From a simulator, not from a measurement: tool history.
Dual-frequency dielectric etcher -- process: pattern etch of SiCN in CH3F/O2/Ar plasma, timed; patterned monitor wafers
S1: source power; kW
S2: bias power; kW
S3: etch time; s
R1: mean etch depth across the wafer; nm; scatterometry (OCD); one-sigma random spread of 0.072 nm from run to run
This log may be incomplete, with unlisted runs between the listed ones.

| run | hour | S1 | S2 | S3 | R1 |
|---|---|---|---|---|---|
| 1 | 0.0 | 0.460 | 0.085 | 48.5 | 21.726 |
| 2 | 8.9 | 0.460 | 0.085 | 44.0 | 19.915 |
| 3 | 17.5 | 0.510 | 0.085 | 44.0 | 20.468 |
| 4 | 18.2 | 0.530 | 0.087 | 44.0 | 20.912 |
| 5 | 25.6 | 0.550 | 0.089 | 44.0 | 21.293 |
| 6 | 33.7 | 0.550 | 0.083 | 44.0 | 20.772 |

Run 7 has not been measured yet. What should we expect?
| 7 | 34.5 | 0.560 | 0.085 | 44.0 | ? |

{"run 7": {"R1": 21.099}}

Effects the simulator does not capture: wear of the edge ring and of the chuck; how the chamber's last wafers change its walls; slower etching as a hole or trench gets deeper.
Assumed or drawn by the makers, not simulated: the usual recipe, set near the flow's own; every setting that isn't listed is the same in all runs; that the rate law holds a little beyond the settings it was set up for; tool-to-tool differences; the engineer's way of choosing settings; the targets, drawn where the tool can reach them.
